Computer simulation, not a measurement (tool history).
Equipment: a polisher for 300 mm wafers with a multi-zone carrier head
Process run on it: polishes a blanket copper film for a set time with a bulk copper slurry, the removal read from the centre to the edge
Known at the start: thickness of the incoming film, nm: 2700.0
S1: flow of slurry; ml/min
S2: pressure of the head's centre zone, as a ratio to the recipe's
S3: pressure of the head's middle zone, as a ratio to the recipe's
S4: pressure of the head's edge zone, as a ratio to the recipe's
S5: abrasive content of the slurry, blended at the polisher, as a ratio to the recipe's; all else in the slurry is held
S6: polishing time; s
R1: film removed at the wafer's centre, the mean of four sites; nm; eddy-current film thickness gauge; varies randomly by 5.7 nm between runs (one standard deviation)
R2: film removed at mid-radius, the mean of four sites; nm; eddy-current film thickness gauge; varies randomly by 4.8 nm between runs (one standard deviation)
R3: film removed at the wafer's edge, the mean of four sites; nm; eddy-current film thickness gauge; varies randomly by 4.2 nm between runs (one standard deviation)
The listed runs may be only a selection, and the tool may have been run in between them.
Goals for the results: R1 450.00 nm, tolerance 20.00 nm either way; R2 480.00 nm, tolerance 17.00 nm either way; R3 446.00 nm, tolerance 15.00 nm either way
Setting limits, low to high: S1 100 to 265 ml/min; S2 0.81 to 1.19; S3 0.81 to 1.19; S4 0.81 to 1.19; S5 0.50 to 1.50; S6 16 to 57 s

Run 1, hour 0.0: S1 170 ml/min, S2 1.00, S3 1.00, S4 1.00, S5 1.00, S6 36 s. Result: R1 282.36 nm, R2 308.35 nm, R3 309.02 nm.
Run 2, hour 7.5: S1 185 ml/min, S2 1.04, S3 1.04, S4 1.03, S5 1.15, S6 38 s. Result: R1 329.73 nm, R2 353.91 nm, R3 348.60 nm.
Run 3, hour 12.6: S1 195 ml/min, S2 1.07, S3 1.08, S4 1.06, S5 1.25, S6 39 s. Result: R1 354.87 nm, R2 390.51 nm, R3 374.66 nm.
Run 4, hour 16.6: S1 205 ml/min, S2 1.10, S3 1.10, S4 1.08, S5 1.30, S6 40 s. Result: R1 376.63 nm, R2 412.23 nm, R3 398.15 nm.
Run 5, hour 25.1: S1 215 ml/min, S2 1.12, S3 1.12, S4 1.08, S5 1.35, S6 40 s. Result: R1 395.55 nm, R2 427.87 nm, R3 400.25 nm.
At hour 33.7: centre zone pressure recalibrated.
Run 6, hour 33.7: S1 220 ml/min, S2 1.14, S3 1.13, S4 1.10, S5 1.40, S6 40 s. Result: R1 422.91 nm, R2 435.49 nm, R3 403.31 nm.
Run 7, hour 41.8: S1 225 ml/min, S2 1.13, S3 1.14, S4 1.12, S5 1.45, S6 41 s. Result: R1 437.98 nm, R2 454.18 nm, R3 421.39 nm.
Run 8, hour 46.0: S1 225 ml/min, S2 1.12, S3 1.14, S4 1.13, S5 1.45, S6 41 s. Result: R1 444.41 nm, R2 451.71 nm, R3 428.33 nm.
Run 9, hour 50.3: S1 225 ml/min, S2 1.11, S3 1.15, S4 1.13, S5 1.45, S6 41 s. Result: R1 423.19 nm, R2 460.10 nm, R3 422.77 nm.

Of the 5 settings listed for the next run, only one would bring every result within its allowed miss of target. Which one?
Run A, hour 54.6: S1 255 ml/min, S2 1.19, S3 1.19, S4 1.03, S5 1.35, S6 45 s. Result: R1 ?, R2 ?, R3 ?.
Run B, hour 54.6: S1 225 ml/min, S2 1.19, S3 1.15, S4 1.13, S5 1.25, S6 45 s. Result: R1 ?, R2 ?, R3 ?.
Run C, hour 54.6: S1 265 ml/min, S2 1.19, S3 1.19, S4 1.04, S5 1.50, S6 40 s. Result: R1 ?, R2 ?, R3 ?.
Run D, hour 54.6: S1 265 ml/min, S2 1.19, S3 1.19, S4 0.91, S5 1.50, S6 44 s. Result: R1 ?, R2 ?, R3 ?.
Run E, hour 54.6: S1 265 ml/min, S2 1.11, S3 1.16, S4 1.14, S5 1.50, S6 41 s. Result: R1 ?, R2 ?, R3 ?.

move      R1      R2      R3
   A  497.41  513.42  443.52
   B  479.00  480.92  450.30
   C  456.57  471.04  408.41
   D  502.23  518.24  421.56
   E  441.65  472.37  438.60
A: brings the result that was furthest off to its target, and leaves another outside
B: brings the result that was furthest off to its target, and leaves another outside
C: the biggest miss grows against the last run
D: the biggest miss grows against the last run
E: meets every target
E meets every target.
